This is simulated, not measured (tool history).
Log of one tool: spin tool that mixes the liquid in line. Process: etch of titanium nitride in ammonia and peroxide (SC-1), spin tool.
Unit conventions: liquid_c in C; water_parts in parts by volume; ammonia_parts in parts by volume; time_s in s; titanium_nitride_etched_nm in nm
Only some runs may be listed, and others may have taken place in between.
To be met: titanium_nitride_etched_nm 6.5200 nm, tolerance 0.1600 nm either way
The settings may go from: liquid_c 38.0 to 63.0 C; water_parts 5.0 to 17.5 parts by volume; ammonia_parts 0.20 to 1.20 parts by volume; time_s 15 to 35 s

{"run": 1, "hour": 0.0, "liquid_c": 47.0, "water_parts": 9.5, "ammonia_parts": 0.75, "time_s": 35, "titanium_nitride_etched_nm": 2.6727}
{"run": 2, "hour": 7.0, "liquid_c": 53.0, "water_parts": 9.5, "ammonia_parts": 0.75, "time_s": 35, "titanium_nitride_etched_nm": 4.0453}
{"run": 3, "hour": 15.4, "liquid_c": 53.5, "water_parts": 9.5, "ammonia_parts": 0.75, "time_s": 35, "titanium_nitride_etched_nm": 4.2605}
{"run": 4, "hour": 16.4, "liquid_c": 53.5, "water_parts": 6.5, "ammonia_parts": 0.75, "time_s": 35, "titanium_nitride_etched_nm": 5.0079}
{"run": 5, "hour": 22.6, "liquid_c": 53.5, "water_parts": 6.5, "ammonia_parts": 0.75, "time_s": 35, "titanium_nitride_etched_nm": 5.031}
{"run": 6, "hour": 25.1, "liquid_c": 59.5, "water_parts": 6.5, "ammonia_parts": 0.75, "time_s": 35, "titanium_nitride_etched_nm": 7.6054}
{"run": 7, "hour": 30.6, "liquid_c": 59.5, "water_parts": 6.5, "ammonia_parts": 0.75, "time_s": 35, "titanium_nitride_etched_nm": 7.5671}
{"run": 8, "hour": 35.9, "liquid_c": 58.0, "water_parts": 6.5, "ammonia_parts": 0.75, "time_s": 35, "titanium_nitride_etched_nm": 6.8078}

Exactly one of the 5 candidate moves below puts every result within its allowed miss. Which one?
{"run": "A", "hour": 41.2, "liquid_c": 61.0, "water_parts": 10.5, "ammonia_parts": 0.7, "time_s": 35, "titanium_nitride_etched_nm": "?"}
{"run": "B", "hour": 41.2, "liquid_c": 58.0, "water_parts": 8.0, "ammonia_parts": 0.8, "time_s": 35, "titanium_nitride_etched_nm": "?"}
{"run": "C", "hour": 41.2, "liquid_c": 55.5, "water_parts": 5.0, "ammonia_parts": 0.55, "time_s": 35, "titanium_nitride_etched_nm": "?"}
{"run": "D", "hour": 41.2, "liquid_c": 60.5, "water_parts": 6.5, "ammonia_parts": 0.8, "time_s": 30, "titanium_nitride_etched_nm": "?"}
{"run": "E", "hour": 41.2, "liquid_c": 57.5, "water_parts": 7.0, "ammonia_parts": 0.65, "time_s": 35, "titanium_nitride_etched_nm": "?"}

move=A titanium_nitride_etched_nm=6.5080
move=B titanium_nitride_etched_nm=6.2583
move=C titanium_nitride_etched_nm=6.2563
move=D titanium_nitride_etched_nm=6.9871
move=E titanium_nitride_etched_nm=6.2592
A: hits every target within its allowed miss
B: pushes the last run's worst result past its target
C: pushes the last run's worst result past its target
D: the biggest miss grows against the last run
E: pushes the last run's worst result past its target
The right move is A.

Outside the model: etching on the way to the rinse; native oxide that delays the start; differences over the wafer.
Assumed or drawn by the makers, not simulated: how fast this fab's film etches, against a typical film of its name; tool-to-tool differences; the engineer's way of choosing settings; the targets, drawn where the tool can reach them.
